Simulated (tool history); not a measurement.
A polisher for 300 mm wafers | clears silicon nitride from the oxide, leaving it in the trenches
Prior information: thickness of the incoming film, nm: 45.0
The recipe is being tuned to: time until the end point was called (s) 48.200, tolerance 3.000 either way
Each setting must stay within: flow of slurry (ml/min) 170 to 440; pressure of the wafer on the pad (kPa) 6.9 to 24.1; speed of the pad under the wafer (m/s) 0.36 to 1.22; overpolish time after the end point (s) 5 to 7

| run | hour | flow of slurry (ml/min) | pressure of the wafer on the pad (kPa) | speed of the pad under the wafer (m/s) | overpolish time after the end point (s) | time until the end point was called (s) |
|---|---|---|---|---|---|---|
| 1 | 0.0 | 280 | 15.2 | 0.78 | 7 | 82.471 |
| 2 | 2.7 | 280 | 15.9 | 0.78 | 7 | 81.960 |
| 3 | 3.8 | 280 | 16.5 | 0.80 | 7 | 74.673 |
| 4 | 10.9 | 220 | 16.5 | 0.80 | 7 | 77.362 |
| 5 | 13.8 | 220 | 16.5 | 0.64 | 7 | 98.690 |
| 6 | 18.5 | 220 | 19.3 | 0.64 | 7 | 89.401 |
| 7 | 19.6 | 235 | 23.4 | 0.86 | 7 | 59.694 |
| 8 | 28.5 | 235 | 23.4 | 0.88 | 7 | 56.588 |

4 next moves are on the table. One of them brings every result within its allowed miss. Which?
| A | 37.4 | 235 | 20.7 | 1.12 | 7 | ? |
| B | 37.4 | 205 | 24.1 | 0.92 | 7 | ? |
| C | 37.4 | 250 | 24.1 | 1.16 | 7 | ? |
| D | 37.4 | 305 | 24.1 | 0.88 | 6 | ? |

| move | time until the end point was called (s) |
|---|---|
| A | 48.438 |
| B | 53.702 |
| C | 41.795 |
| D | 53.662 |
A: all results land within tolerance of their targets
B: nearer than the last run, and not there yet
C: takes the biggest miss from the last run beyond its target
D: nearer than the last run, and not there yet
Answer: A
